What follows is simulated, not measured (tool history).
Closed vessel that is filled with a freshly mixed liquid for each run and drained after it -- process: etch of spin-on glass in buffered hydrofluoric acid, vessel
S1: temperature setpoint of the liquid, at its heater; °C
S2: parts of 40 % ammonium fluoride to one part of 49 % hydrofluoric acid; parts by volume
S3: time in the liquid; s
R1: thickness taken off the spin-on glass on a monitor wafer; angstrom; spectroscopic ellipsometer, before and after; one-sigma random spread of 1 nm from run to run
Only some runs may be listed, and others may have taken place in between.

run 1 hour=0.0 | S1=22 S2=17.0 S3=105 | R1=1266.60
run 2 hour=4.8 | S1=22 S2=21.0 S3=105 | R1=1032.90
run 3 hour=9.6 | S1=22 S2=25.0 S3=105 | R1=922.92
run 4 hour=12.6 | S1=22 S2=22.5 S3=105 | R1=987.01
run 5 hour=20.8 | S1=22 S2=22.5 S3=105 | R1=994.94
run 6 hour=26.1 | S1=22 S2=19.5 S3=105 | R1=1092.00
run 7 hour=29.5 | S1=22 S2=19.5 S3=105 | R1=1082.80

The next listed run, before its measurement:
run 8 hour=32.8 | S1=23 S2=19.5 S3=105 | R1=?

R1: 1156.90 angstrom
